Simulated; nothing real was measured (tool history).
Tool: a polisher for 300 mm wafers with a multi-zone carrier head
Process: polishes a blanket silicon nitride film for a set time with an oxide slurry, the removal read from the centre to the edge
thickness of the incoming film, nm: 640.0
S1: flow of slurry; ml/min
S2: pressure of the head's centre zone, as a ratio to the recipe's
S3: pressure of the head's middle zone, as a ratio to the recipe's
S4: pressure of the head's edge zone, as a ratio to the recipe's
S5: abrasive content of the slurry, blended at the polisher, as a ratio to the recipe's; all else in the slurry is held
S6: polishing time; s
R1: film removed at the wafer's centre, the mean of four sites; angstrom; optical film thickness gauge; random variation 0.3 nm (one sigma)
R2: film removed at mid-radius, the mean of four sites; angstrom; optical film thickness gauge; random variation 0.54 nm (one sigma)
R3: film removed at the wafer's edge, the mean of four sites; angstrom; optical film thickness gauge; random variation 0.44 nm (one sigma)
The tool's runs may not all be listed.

| run | hour | S1 | S2 | S3 | S4 | S5 | S6 | R1 | R2 | R3 |
|---|---|---|---|---|---|---|---|---|---|---|
| 1 | 0.0 | 250 | 1.00 | 1.00 | 1.00 | 1.00 | 44 | 342.34 | 331.38 | 330.64 |
| 2 | 0.8 | 250 | 1.00 | 1.00 | 1.00 | 1.00 | 39 | 301.37 | 292.73 | 296.62 |
| 3 | 8.8 | 250 | 1.00 | 0.94 | 1.00 | 1.00 | 39 | 303.36 | 279.40 | 297.53 |
| 4 | 10.9 | 250 | 1.00 | 0.94 | 1.00 | 0.90 | 39 | 293.35 | 262.97 | 283.47 |
| 5 | 16.5 | 250 | 1.00 | 0.94 | 1.00 | 0.90 | 44 | 325.01 | 298.71 | 316.35 |
| 6 | 24.7 | 250 | 1.00 | 0.94 | 1.00 | 0.90 | 39 | 287.54 | 261.21 | 280.94 |
| 7 | 33.0 | 250 | 0.98 | 0.93 | 1.03 | 1.00 | 40 | 307.04 | 281.84 | 306.91 |
| 8 | 35.5 | 220 | 0.88 | 0.86 | 1.13 | 1.25 | 48 | 353.17 | 351.58 | 424.40 |

Forecast run 9:
| 9 | 37.5 | 230 | 0.88 | 0.87 | 1.14 | 1.30 | 48 | ? | ? | ? |

{"run 9": {"R1": 363.65, "R2": 358.19, "R3": 437.29}}

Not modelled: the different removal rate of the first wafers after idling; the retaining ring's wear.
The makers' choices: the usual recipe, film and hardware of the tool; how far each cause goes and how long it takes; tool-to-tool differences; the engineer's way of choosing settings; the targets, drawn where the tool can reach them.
